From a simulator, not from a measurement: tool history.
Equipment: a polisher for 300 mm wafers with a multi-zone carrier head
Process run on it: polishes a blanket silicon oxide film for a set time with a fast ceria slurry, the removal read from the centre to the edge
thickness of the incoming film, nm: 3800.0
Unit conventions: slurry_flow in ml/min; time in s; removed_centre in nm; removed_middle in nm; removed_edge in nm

{"run": 1, "hour": 0.0, "slurry_flow": 180, "centre_zone": 1, "middle_zone": 1, "edge_zone": 1, "time": 71, "removed_centre": 1017.5, "removed_middle": 1049.3, "removed_edge": 1005.5}
{"run": 2, "hour": 2.8, "slurry_flow": 175, "centre_zone": 0.97, "middle_zone": 1, "edge_zone": 0.97, "time": 64, "removed_centre": 878.06, "removed_middle": 924.68, "removed_edge": 899.75}
{"run": 3, "hour": 9.3, "slurry_flow": 175, "centre_zone": 0.96, "middle_zone": 1.02, "edge_zone": 0.94, "time": 59, "removed_centre": 784.32, "removed_middle": 859.04, "removed_edge": 816}
{"run": 4, "hour": 10.3, "slurry_flow": 175, "centre_zone": 1.01, "middle_zone": 1.02, "edge_zone": 0.94, "time": 59, "removed_centre": 810.8, "removed_middle": 867.23, "removed_edge": 822.18}
{"run": 5, "hour": 13.3, "slurry_flow": 170, "centre_zone": 1.01, "middle_zone": 1.03, "edge_zone": 0.91, "time": 56, "removed_centre": 801.12, "removed_middle": 811, "removed_edge": 759.01}
{"run": 6, "hour": 20.8, "slurry_flow": 170, "centre_zone": 1.01, "middle_zone": 1.03, "edge_zone": 0.97, "time": 56, "removed_centre": 797.39, "removed_middle": 815.6, "removed_edge": 796.48}
{"run": 7, "hour": 26.9, "slurry_flow": 160, "centre_zone": 0.99, "middle_zone": 1.03, "edge_zone": 0.93, "time": 54, "removed_centre": 759.39, "removed_middle": 804.26, "removed_edge": 733.31}
{"run": 8, "hour": 30.6, "slurry_flow": 130, "centre_zone": 0.89, "middle_zone": 0.94, "edge_zone": 0.9, "time": 50, "removed_centre": 600.55, "removed_middle": 642.1, "removed_edge": 650.65}

Run 9, settings as shown, results not yet in. Your forecast:
{"run": 9, "hour": 39.4, "slurry_flow": 140, "centre_zone": 0.9, "middle_zone": 0.96, "edge_zone": 0.89, "time": 50, "removed_centre": "?", "removed_middle": "?", "removed_edge": "?"}

Run 9 came out at removed_centre 613.08 nm, removed_middle 668.99 nm, removed_edge 657.41 nm.
